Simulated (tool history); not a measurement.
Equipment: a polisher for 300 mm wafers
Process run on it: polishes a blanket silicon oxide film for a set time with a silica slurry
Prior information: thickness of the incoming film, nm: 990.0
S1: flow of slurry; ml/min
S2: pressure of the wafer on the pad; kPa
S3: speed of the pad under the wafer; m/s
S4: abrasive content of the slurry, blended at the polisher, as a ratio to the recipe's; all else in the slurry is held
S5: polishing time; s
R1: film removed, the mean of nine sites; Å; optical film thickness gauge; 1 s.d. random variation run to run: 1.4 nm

| run | hour | S1 | S2 | S3 | S4 | S5 | R1 |
|---|---|---|---|---|---|---|---|
| 1 | 0 | 220 | 37.9 | 0.98 | 1 | 42 | 1444.6 |
| 2 | 1.9 | 220 | 44.8 | 0.98 | 1 | 42 | 1644.2 |
| 3 | 6.9 | 220 | 44.8 | 0.98 | 0.8 | 42 | 1537.1 |
| 4 | 13.5 | 220 | 53.1 | 0.98 | 0.8 | 42 | 1755.5 |
| 5 | 20.3 | 220 | 46.9 | 0.96 | 0.8 | 42 | 1560.8 |
| 6 | 26.4 | 180 | 46.9 | 0.96 | 0.8 | 42 | 1512.2 |
| 7 | 34.1 | 180 | 42.7 | 0.94 | 0.8 | 42 | 1362.3 |

Run 8 comes next. What will it give?
| 8 | 39.9 | 180 | 40 | 0.94 | 0.8 | 42 | ? |

For run 8 the tool returned R1 1308.6 Å.

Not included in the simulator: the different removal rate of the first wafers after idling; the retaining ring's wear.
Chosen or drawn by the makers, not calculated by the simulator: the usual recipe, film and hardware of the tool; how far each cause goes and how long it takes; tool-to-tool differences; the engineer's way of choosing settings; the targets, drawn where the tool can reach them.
